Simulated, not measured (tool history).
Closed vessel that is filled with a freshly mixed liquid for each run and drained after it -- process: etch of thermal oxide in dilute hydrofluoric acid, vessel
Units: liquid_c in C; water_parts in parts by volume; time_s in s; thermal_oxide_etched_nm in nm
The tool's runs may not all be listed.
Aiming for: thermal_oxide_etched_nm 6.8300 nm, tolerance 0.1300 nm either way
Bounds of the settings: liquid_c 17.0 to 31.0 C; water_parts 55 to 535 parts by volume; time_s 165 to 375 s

Run 1, day 0.000: liquid_c 23.0 C, water_parts 295 parts by volume, time_s 375 s. Result: thermal_oxide_etched_nm 4.2468 nm.
Run 2, day 0.275: liquid_c 25.0 C, water_parts 280 parts by volume, time_s 375 s. Result: thermal_oxide_etched_nm 4.8587 nm.
Run 3, day 0.533: liquid_c 25.0 C, water_parts 280 parts by volume, time_s 375 s. Result: thermal_oxide_etched_nm 4.8504 nm.
Run 4, day 0.758: liquid_c 26.5 C, water_parts 270 parts by volume, time_s 375 s. Result: thermal_oxide_etched_nm 5.3954 nm.
Run 5, day 1.088: liquid_c 27.5 C, water_parts 265 parts by volume, time_s 375 s. Result: thermal_oxide_etched_nm 5.7755 nm.
Run 6, day 1.475: liquid_c 24.0 C, water_parts 265 parts by volume, time_s 375 s. Result: thermal_oxide_etched_nm 5.0755 nm.
Run 7, day 1.562: liquid_c 26.0 C, water_parts 260 parts by volume, time_s 375 s. Result: thermal_oxide_etched_nm 5.5633 nm.
Run 8, day 1.683: liquid_c 26.0 C, water_parts 260 parts by volume, time_s 375 s. Result: thermal_oxide_etched_nm 5.5789 nm.
Run 9, day 1.771: liquid_c 27.5 C, water_parts 260 parts by volume, time_s 375 s. Result: thermal_oxide_etched_nm 5.9490 nm.
Run 10, day 2.125: liquid_c 28.5 C, water_parts 260 parts by volume, time_s 375 s. Result: thermal_oxide_etched_nm 6.0495 nm.
Run 11, day 2.379: liquid_c 29.0 C, water_parts 255 parts by volume, time_s 375 s. Result: thermal_oxide_etched_nm 6.3498 nm.
Run 12, day 2.450: liquid_c 29.5 C, water_parts 255 parts by volume, time_s 375 s. Result: thermal_oxide_etched_nm 6.4434 nm.
Run 13, day 2.775: liquid_c 30.0 C, water_parts 255 parts by volume, time_s 375 s. Result: thermal_oxide_etched_nm 6.5107 nm.
Run 14, day 2.883: liquid_c 30.5 C, water_parts 255 parts by volume, time_s 375 s. Result: thermal_oxide_etched_nm 6.6143 nm.

Which one of the following 4 next-run settings gets every result inside its allowed miss? There is exactly one.
Run A, day 2.992: liquid_c 30.5 C, water_parts 260 parts by volume, time_s 375 s. Result: thermal_oxide_etched_nm ?.
Run B, day 2.992: liquid_c 27.0 C, water_parts 235 parts by volume, time_s 375 s. Result: thermal_oxide_etched_nm ?.
Run C, day 2.992: liquid_c 30.5 C, water_parts 250 parts by volume, time_s 375 s. Result: thermal_oxide_etched_nm ?.
Run D, day 2.992: liquid_c 31.0 C, water_parts 260 parts by volume, time_s 375 s. Result: thermal_oxide_etched_nm ?.

move  thermal_oxide_etched_nm
   A                   6.5030
   B                   6.5736
   C                   6.8423
   D                   6.6105
A: moves away from the targets compared with the last run
B: moves away from the targets compared with the last run
C: all results in spec
D: just as far off the targets as the last run
So the answer is move C, the one that meets all the targets.
